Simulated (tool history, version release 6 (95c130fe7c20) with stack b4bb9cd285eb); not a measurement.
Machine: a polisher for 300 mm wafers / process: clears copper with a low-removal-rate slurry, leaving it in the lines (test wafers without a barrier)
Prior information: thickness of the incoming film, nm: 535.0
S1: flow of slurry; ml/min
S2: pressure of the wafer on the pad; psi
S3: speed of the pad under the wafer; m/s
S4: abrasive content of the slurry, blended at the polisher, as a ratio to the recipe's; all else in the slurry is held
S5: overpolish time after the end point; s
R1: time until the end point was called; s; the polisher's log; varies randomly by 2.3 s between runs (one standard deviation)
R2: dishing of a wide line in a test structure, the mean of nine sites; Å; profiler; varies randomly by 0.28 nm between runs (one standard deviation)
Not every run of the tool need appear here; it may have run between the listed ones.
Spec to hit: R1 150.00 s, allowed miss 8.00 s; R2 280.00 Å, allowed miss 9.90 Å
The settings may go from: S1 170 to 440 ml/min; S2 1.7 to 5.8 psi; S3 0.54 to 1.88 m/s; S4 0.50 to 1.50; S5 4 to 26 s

run	hour	S1	S2	S3	S4	S5	R1	R2
1	0.0	280	3.7	1.20	1.00	13	126.87	283.63
2	7.5	280	3.7	1.20	1.00	16	128.27	327.09
3	9.6	280	3.7	1.20	1.10	16	120.54	332.68
4	14.5	280	3.4	1.20	1.10	16	131.63	322.26
5	21.1	305	3.4	1.20	1.10	16	129.66	312.87
6	21.8	305	3.4	1.20	1.10	21	132.20	369.90
7	29.8	320	3.2	1.20	1.10	20	137.93	351.47
8	37.2	325	3.1	1.20	1.10	19	146.82	334.53
9	41.2	325	3.1	1.18	1.10	18	142.05	316.47

Which one of the following 4 next-run settings gets every result inside its allowed miss? There is exactly one.
A	45.2	280	2.9	1.22	1.10	17	?	?
B	45.2	375	3.3	1.12	0.90	15	?	?
C	45.2	345	3.3	1.06	1.10	13	?	?
D	45.2	370	2.9	1.42	0.95	12	?	?

move	R1	R2
A	150.78	303.04
B	153.27	277.52
C	153.42	250.72
D	133.47	260.24
A: gains on the last run, yet a result remains outside its allowed miss
B: all results land within tolerance of their targets
C: takes the result that was furthest off past its target
D: takes the result that was furthest off past its target
The move that meets every target is B.
